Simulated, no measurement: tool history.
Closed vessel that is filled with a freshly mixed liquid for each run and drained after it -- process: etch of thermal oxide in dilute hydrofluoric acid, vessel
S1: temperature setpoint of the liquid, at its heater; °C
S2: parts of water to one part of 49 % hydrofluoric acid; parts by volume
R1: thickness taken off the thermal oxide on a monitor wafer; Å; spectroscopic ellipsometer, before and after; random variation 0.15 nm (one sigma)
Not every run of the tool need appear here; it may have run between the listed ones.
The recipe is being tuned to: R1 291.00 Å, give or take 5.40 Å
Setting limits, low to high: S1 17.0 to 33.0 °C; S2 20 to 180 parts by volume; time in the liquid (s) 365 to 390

run 1 hour=0.0 | S1=25.0 S2=100 time_in_the_liquid_(s)=365 | R1=193.87
run 2 hour=3.6 | S1=25.0 S2=85 time_in_the_liquid_(s)=365 | R1=231.39
run 3 hour=4.7 | S1=23.5 S2=85 time_in_the_liquid_(s)=365 | R1=219.08
run 4 hour=11.2 | S1=25.0 S2=85 time_in_the_liquid_(s)=365 | R1=233.95
run 5 hour=15.4 | S1=26.0 S2=85 time_in_the_liquid_(s)=365 | R1=242.73
run 6 hour=19.0 | S1=26.0 S2=85 time_in_the_liquid_(s)=365 | R1=243.01
run 7 hour=23.3 | S1=27.0 S2=85 time_in_the_liquid_(s)=365 | R1=252.32
run 8 hour=28.8 | S1=27.5 S2=85 time_in_the_liquid_(s)=365 | R1=256.97
run 9 hour=32.3 | S1=28.0 S2=85 time_in_the_liquid_(s)=365 | R1=262.84
run 10 hour=36.9 | S1=28.5 S2=85 time_in_the_liquid_(s)=365 | R1=266.02
run 11 hour=38.8 | S1=29.0 S2=85 time_in_the_liquid_(s)=365 | R1=272.96

Which of these 5 next moves meets every target?
run A hour=40.7 | S1=25.0 S2=70 time_in_the_liquid_(s)=390 | R1=?
run B hour=40.7 | S1=29.5 S2=90 time_in_the_liquid_(s)=390 | R1=?
run C hour=40.7 | S1=26.5 S2=75 time_in_the_liquid_(s)=375 | R1=?
run D hour=40.7 | S1=28.0 S2=80 time_in_the_liquid_(s)=390 | R1=?
run E hour=40.7 | S1=27.0 S2=80 time_in_the_liquid_(s)=365 | R1=?

move=A R1=309.19
move=B R1=278.98
move=C R1=292.60
move=D R1=300.48
move=E R1=270.46
A: takes the biggest miss from the last run beyond its target
B: nearer than the last run, and not there yet
C: each result inside its tolerance
D: takes the biggest miss from the last run beyond its target
E: lands further from the targets than the last run did
C is the move that brings every result within its allowed miss.

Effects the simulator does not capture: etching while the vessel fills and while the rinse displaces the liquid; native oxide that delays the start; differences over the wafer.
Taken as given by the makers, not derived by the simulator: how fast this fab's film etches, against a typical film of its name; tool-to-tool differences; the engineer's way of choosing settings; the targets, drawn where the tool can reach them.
